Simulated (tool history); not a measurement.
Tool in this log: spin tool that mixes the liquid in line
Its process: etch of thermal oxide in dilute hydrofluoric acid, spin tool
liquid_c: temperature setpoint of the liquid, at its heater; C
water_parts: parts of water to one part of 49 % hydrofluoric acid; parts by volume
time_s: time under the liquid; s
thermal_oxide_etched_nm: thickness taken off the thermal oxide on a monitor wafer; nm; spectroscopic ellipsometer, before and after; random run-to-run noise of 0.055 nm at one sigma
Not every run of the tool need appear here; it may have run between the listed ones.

run	hour	liquid_c	water_parts	time_s	thermal_oxide_etched_nm
1	0	24	175	100	2.8302
2	3.5	25	160	100	3.2456
3	9.9	26	145	100	3.8224
4	14.3	26	120	100	4.7527
5	22.5	26	120	80	3.7663
6	29.2	26	165	80	2.6095
7	30.7	26	145	80	3.0431
8	38.6	26.5	130	80	3.5419
9	46.2	27	115	80	4.1575
10	49.9	27.5	105	80	4.6486
11	58.7	28	95	80	5.2871
12	66.2	28.5	90	80	5.7963
13	69	29	85	80	6.3203
14	73.2	29.5	85	80	6.3897
15	80.1	29.5	85	80	6.4127
16	85.5	30	85	80	6.5133
17	89.3	30.5	80	80	7.2605

Run 18 has not been measured yet. What should we expect?
18	92.8	31.5	75	80	?

{"run 18": {"thermal_oxide_etched_nm": 8.0583}}
